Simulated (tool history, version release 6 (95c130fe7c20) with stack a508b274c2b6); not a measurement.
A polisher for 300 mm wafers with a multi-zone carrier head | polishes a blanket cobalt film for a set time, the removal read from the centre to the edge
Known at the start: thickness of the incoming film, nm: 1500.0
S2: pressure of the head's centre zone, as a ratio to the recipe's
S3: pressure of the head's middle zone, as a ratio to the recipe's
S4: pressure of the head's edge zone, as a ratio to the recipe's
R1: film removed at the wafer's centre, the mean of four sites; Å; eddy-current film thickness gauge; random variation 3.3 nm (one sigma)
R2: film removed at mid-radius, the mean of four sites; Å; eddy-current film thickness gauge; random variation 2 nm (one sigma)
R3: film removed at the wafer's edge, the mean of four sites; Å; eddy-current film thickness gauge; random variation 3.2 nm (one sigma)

run 1 hour=0 | flow_of_slurry_(ml/min)=265 S2=1 S3=1 S4=1 polishing_time_(s)=69 | R1=3850.5 R2=3859.4 R3=3854.4
run 2 hour=8.5 | flow_of_slurry_(ml/min)=265 S2=1 S3=1 S4=0.92 polishing_time_(s)=69 | R1=3831.9 R2=3808.3 R3=3758
run 3 hour=13.5 | flow_of_slurry_(ml/min)=265 S2=1 S3=1 S4=0.92 polishing_time_(s)=82 | R1=4569.5 R2=4565.9 R3=4422.9
run 4 hour=17 | flow_of_slurry_(ml/min)=255 S2=0.99 S3=0.97 S4=0.91 polishing_time_(s)=81 | R1=4429.1 R2=4377.1 R3=4360.2
run 5 hour=23.7 | flow_of_slurry_(ml/min)=255 S2=0.99 S3=0.9 S4=0.91 polishing_time_(s)=81 | R1=4534.8 R2=4179 R3=4366.8
run 6 hour=31.8 | flow_of_slurry_(ml/min)=245 S2=0.97 S3=0.89 S4=0.91 polishing_time_(s)=79 | R1=4264.2 R2=3985 R3=4219.8
run 7 hour=36.6 | flow_of_slurry_(ml/min)=235 S2=0.96 S3=0.88 S4=0.9 polishing_time_(s)=78 | R1=4150.8 R2=3901.2 R3=4128.4
run 8 hour=40.7 | flow_of_slurry_(ml/min)=230 S2=0.95 S3=0.87 S4=0.9 polishing_time_(s)=77 | R1=3980.8 R2=3792.1 R3=4071.5

Forecast run 9:
run 9 hour=48 | flow_of_slurry_(ml/min)=225 S2=0.95 S3=0.86 S4=0.9 polishing_time_(s)=76 | R1=? R2=? R3=?

Run 9 gave R1 3939.4 Å, R2 3697.2 Å, R3 3952.2 Å.
